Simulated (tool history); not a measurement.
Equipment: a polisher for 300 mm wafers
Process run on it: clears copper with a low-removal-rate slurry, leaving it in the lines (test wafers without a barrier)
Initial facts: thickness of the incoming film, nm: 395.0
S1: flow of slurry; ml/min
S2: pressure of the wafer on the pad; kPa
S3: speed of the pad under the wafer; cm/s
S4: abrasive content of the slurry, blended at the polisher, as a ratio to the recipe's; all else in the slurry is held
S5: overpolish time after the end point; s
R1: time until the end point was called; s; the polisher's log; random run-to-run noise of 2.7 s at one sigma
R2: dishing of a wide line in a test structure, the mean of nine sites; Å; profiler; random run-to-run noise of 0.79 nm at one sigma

run 1 hour=0 | S1=160 S2=18.6 S3=116 S4=1 S5=27 | R1=154.29 R2=306.54
run 2 hour=1.4 | S1=160 S2=17.9 S3=116 S4=1 S5=29 | R1=156.19 R2=306.86
run 3 hour=6.2 | S1=160 S2=15.9 S3=116 S4=1 S5=29 | R1=170.38 R2=289.19
run 4 hour=14.2 | S1=160 S2=15.9 S3=116 S4=1.1 S5=29 | R1=173.42 R2=283.5
-- hour=16.8 head pressure recalibrated
run 5 hour=16.8 | S1=160 S2=15.9 S3=116 S4=1.1 S5=22 | R1=158.41 R2=246.66
run 6 hour=25.4 | S1=160 S2=15.9 S3=116 S4=1.1 S5=24 | R1=159.44 R2=277.74

The next listed run, before its measurement:
run 7 hour=31.2 | S1=160 S2=15.9 S3=116 S4=1.1 S5=27 | R1=? R2=?

R1: 161.99 s
R2: 295.33 Å

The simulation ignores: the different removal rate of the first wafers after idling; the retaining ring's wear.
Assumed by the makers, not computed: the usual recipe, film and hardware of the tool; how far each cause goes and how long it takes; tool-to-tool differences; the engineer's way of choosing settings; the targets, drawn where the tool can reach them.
